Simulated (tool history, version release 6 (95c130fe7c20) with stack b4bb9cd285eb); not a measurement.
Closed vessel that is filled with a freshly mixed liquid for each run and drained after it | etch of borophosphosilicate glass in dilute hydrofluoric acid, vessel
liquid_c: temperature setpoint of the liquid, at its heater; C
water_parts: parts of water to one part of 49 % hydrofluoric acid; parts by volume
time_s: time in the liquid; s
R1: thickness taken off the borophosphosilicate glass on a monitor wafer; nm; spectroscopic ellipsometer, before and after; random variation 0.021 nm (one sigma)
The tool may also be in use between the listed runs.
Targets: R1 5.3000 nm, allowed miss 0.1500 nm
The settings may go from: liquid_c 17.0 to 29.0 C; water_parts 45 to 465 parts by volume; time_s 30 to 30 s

Run 1, day 0.000: liquid_c 21.0 C, water_parts 255 parts by volume, time_s 30 s. Result: R1 3.2933 nm.
Run 2, day 0.325: liquid_c 23.5 C, water_parts 240 parts by volume, time_s 30 s. Result: R1 3.9205 nm.
Run 3, day 0.608: liquid_c 22.0 C, water_parts 240 parts by volume, time_s 30 s. Result: R1 3.7081 nm.
Run 4, day 0.688: liquid_c 22.0 C, water_parts 240 parts by volume, time_s 30 s. Result: R1 3.7332 nm.
Run 5, day 0.858: liquid_c 22.0 C, water_parts 240 parts by volume, time_s 30 s. Result: R1 3.7124 nm.
Run 6, day 1.096: liquid_c 22.0 C, water_parts 240 parts by volume, time_s 30 s. Result: R1 3.7066 nm.
Run 7, day 1.371: liquid_c 24.0 C, water_parts 235 parts by volume, time_s 30 s. Result: R1 4.0882 nm.
Run 8, day 1.592: liquid_c 25.5 C, water_parts 230 parts by volume, time_s 30 s. Result: R1 4.4030 nm.
Run 9, day 1.817: liquid_c 26.5 C, water_parts 225 parts by volume, time_s 30 s. Result: R1 4.6902 nm.
Run 10, day 2.033: liquid_c 27.0 C, water_parts 220 parts by volume, time_s 30 s. Result: R1 4.9220 nm.

Which of these 5 next moves meets every target?
Run A, day 2.250: liquid_c 29.0 C, water_parts 220 parts by volume, time_s 30 s. Result: R1 ?.
Run B, day 2.250: liquid_c 28.5 C, water_parts 205 parts by volume, time_s 30 s. Result: R1 ?.
Run C, day 2.250: liquid_c 29.0 C, water_parts 205 parts by volume, time_s 30 s. Result: R1 ?.
Run D, day 2.250: liquid_c 27.5 C, water_parts 220 parts by volume, time_s 30 s. Result: R1 ?.
Run E, day 2.250: liquid_c 26.0 C, water_parts 190 parts by volume, time_s 30 s. Result: R1 ?.

move      R1
   A  5.2767
   B  5.6730
   C  5.7715
   D  5.0127
   E  5.7107
A: meets every target
B: takes the result that was furthest off past its target
C: takes the result that was furthest off past its target
D: nearer than the last run, and not there yet
E: takes the result that was furthest off past its target
Move A is the one to make.
